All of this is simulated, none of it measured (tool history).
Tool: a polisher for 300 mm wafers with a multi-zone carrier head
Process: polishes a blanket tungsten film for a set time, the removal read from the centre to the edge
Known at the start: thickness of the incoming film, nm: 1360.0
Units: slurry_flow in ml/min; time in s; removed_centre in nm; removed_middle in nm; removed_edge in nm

run    day  slurry_flow  centre_zone  middle_zone  edge_zone  slurry_solids  time  removed_centre  removed_middle  removed_edge
  1      0          180            1            1          1              1    71             256             248        259.77
  2  0.375          180            1            1       1.08              1    71          255.81          249.38        266.76
  3  0.408          185         1.02         0.99       1.05            0.9    64          228.77          221.36        229.52
  4  0.483          185         1.04         0.96       1.03            0.8    60          208.91          193.85        205.07
  5   0.65          205         1.04         0.96       1.03            0.8    60          209.79          201.23        206.64
  6  0.729          205         1.04         0.89       1.03            0.8    60          213.45          183.19        202.87
  7  0.775          170         1.02         0.82       0.93           0.55    47          140.41          115.14        132.16

The next listed run, before its measurement:
  8  0.817          185         1.03         0.82       0.92           0.55    47               ?               ?             ?

{"run 8": {"removed_centre": 143.82, "removed_middle": 114.56, "removed_edge": 133.07}}

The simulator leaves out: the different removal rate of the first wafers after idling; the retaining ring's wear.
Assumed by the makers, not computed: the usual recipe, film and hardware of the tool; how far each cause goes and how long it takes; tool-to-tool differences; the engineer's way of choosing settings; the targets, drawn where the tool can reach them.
